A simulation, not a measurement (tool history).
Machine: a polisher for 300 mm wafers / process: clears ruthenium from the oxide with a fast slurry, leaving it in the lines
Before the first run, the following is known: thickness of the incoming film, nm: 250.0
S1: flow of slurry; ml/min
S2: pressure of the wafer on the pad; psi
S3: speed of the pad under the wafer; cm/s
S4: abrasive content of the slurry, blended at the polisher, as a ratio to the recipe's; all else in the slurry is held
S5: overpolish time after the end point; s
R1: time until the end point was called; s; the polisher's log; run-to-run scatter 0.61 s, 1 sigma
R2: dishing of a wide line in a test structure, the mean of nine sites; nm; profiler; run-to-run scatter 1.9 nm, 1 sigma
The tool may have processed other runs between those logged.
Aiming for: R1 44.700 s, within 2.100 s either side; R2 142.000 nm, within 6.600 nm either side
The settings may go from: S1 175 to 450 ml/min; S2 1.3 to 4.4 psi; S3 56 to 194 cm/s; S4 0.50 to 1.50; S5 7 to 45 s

run 1 day=0.000 | S1=290 S2=2.8 S3=124 S4=1.00 S5=23 | R1=45.459 R2=100.280
run 2 day=0.258 | S1=290 S2=2.8 S3=98 S4=1.00 S5=23 | R1=55.244 R2=86.993
run 3 day=0.308 | S1=290 S2=2.9 S3=98 S4=1.00 S5=25 | R1=54.260 R2=92.994
run 4 day=0.621 | S1=290 S2=2.9 S3=98 S4=1.00 S5=20 | R1=53.661 R2=79.691
run 5 day=0.821 | S1=290 S2=3.0 S3=100 S4=1.00 S5=22 | R1=52.158 R2=89.528
run 6 day=0.921 | S1=290 S2=3.1 S3=100 S4=1.00 S5=24 | R1=49.866 R2=95.812
run 7 day=1.254 | S1=290 S2=3.2 S3=100 S4=1.00 S5=26 | R1=48.557 R2=107.490
run 8 day=1.433 | S1=290 S2=3.5 S3=98 S4=1.00 S5=33 | R1=45.246 R2=124.240
run 9 day=1.492 | S1=290 S2=3.5 S3=98 S4=1.00 S5=34 | R1=44.952 R2=128.610
run 10 day=1.821 | S1=290 S2=3.5 S3=98 S4=1.00 S5=35 | R1=44.921 R2=130.050
run 11 day=2.000 | S1=290 S2=3.5 S3=98 S4=1.00 S5=36 | R1=45.428 R2=132.670

Pick the move, out of 4, that brings all results within their allowed miss; only one does.
run A day=2.179 | S1=265 S2=3.4 S3=90 S4=1.25 S5=42 | R1=? R2=?
run B day=2.179 | S1=305 S2=3.5 S3=98 S4=1.00 S5=32 | R1=? R2=?
run C day=2.179 | S1=365 S2=3.7 S3=94 S4=0.85 S5=32 | R1=? R2=?
run D day=2.179 | S1=325 S2=3.2 S3=104 S4=1.05 S5=35 | R1=? R2=?

move=A R1=45.357 R2=140.310
move=B R1=44.707 R2=122.530
move=C R1=47.636 R2=118.080
move=D R1=44.713 R2=128.790
A: hits every target within its allowed miss
B: misses by more than the last run did
C: misses by more than the last run did
D: misses by more than the last run did
Answer: A
